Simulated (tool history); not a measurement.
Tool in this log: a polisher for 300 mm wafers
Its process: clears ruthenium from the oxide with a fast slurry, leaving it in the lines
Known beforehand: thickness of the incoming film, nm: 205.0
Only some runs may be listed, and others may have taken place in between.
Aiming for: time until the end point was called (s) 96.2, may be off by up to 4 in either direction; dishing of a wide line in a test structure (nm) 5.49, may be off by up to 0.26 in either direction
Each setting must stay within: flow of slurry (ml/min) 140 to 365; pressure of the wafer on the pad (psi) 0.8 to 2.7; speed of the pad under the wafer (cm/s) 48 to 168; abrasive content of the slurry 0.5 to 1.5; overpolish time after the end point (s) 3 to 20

run	hour	flow of slurry (ml/min)	pressure of the wafer on the pad (psi)	speed of the pad under the wafer (cm/s)	abrasive content of the slurry	overpolish time after the end point (s)	time until the end point was called (s)	dishing of a wide line in a test structure (nm)
1	0	235	1.7	108	1	10	89.721	18.98
2	1	235	2	108	1	10	77.557	21.752
3	4.6	235	2	108	1	7	77.455	15.907
4	11.1	215	2	108	1	7	78.939	15.185
5	11.8	215	2	108	1	4	78.867	8.8539
6	19.8	215	2	122	1	4	70.374	9.9362
7	22.8	195	1.8	124	0.95	4	79.439	8.7935
8	27.9	175	1.6	132	0.9	4	90.159	8.027
9	36.6	165	1.4	142	0.95	4	90.867	7.6664
10	38	155	1.3	152	0.95	4	94.163	7.4118
11	44	150	1.3	158	0.85	4	97.936	7.1223
12	46	150	1.3	158	0.85	4	100.61	7.0551
13	48.4	150	1.3	158	0.85	4	97.384	7.135
14	49.1	145	1.2	162	0.9	4	101.18	6.8357
15	52.6	145	1.1	164	1.05	4	98.316	7.1565
16	53.2	145	1.1	164	1.05	4	96.336	7.1895

Which one of the following 4 next-run settings gets every result inside its allowed miss? There is exactly one.
A	53.8	140	1	166	1.35	3	?	?
B	53.8	155	1.1	160	1.15	6	?	?
C	53.8	160	1.7	128	0.8	6	?	?
D	53.8	140	1.6	162	0.7	5	?	?

move	time until the end point was called (s)	dishing of a wide line in a test structure (nm)
A	94.272	5.5828
B	94.19	10.97
C	95.466	10.829
D	94.738	9.1466
A: in spec on every target
B: misses by more than the last run did
C: misses by more than the last run did
D: misses by more than the last run did
Move A is the one to make.

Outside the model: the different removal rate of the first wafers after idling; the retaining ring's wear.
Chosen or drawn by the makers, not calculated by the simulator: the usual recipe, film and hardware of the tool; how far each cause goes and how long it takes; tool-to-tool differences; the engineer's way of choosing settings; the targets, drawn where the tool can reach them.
